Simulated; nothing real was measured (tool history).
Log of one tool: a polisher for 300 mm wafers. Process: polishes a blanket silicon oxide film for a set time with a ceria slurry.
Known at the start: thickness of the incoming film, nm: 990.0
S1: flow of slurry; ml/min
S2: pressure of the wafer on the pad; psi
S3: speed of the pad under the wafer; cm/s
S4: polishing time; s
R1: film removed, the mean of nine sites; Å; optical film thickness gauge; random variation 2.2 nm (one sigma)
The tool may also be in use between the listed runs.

{"run": 1, "hour": 0.0, "S1": 130, "S2": 2.8, "S3": 138, "S4": 48, "R1": 2270.6}
{"run": 2, "hour": 8.1, "S1": 130, "S2": 2.7, "S3": 138, "S4": 48, "R1": 2246.9}
{"run": 3, "hour": 15.6, "S1": 130, "S2": 2.7, "S3": 172, "S4": 48, "R1": 2742.2}
{"run": 4, "hour": 23.2, "S1": 130, "S2": 2.7, "S3": 154, "S4": 48, "R1": 2487.4}
{"run": 5, "hour": 25.4, "S1": 130, "S2": 2.7, "S3": 154, "S4": 48, "R1": 2428.4}
{"run": 6, "hour": 26.3, "S1": 110, "S2": 2.7, "S3": 154, "S4": 48, "R1": 2397.4}
{"run": 7, "hour": 32.1, "S1": 110, "S2": 2.5, "S3": 154, "S4": 48, "R1": 2224.7}
{"run": 8, "hour": 34.1, "S1": 110, "S2": 2.4, "S3": 154, "S4": 48, "R1": 2091.3}

Forecast run 9:
{"run": 9, "hour": 40.2, "S1": 110, "S2": 2.3, "S3": 154, "S4": 48, "R1": "?"}

Run 9 gave R1 2023.7 Å.
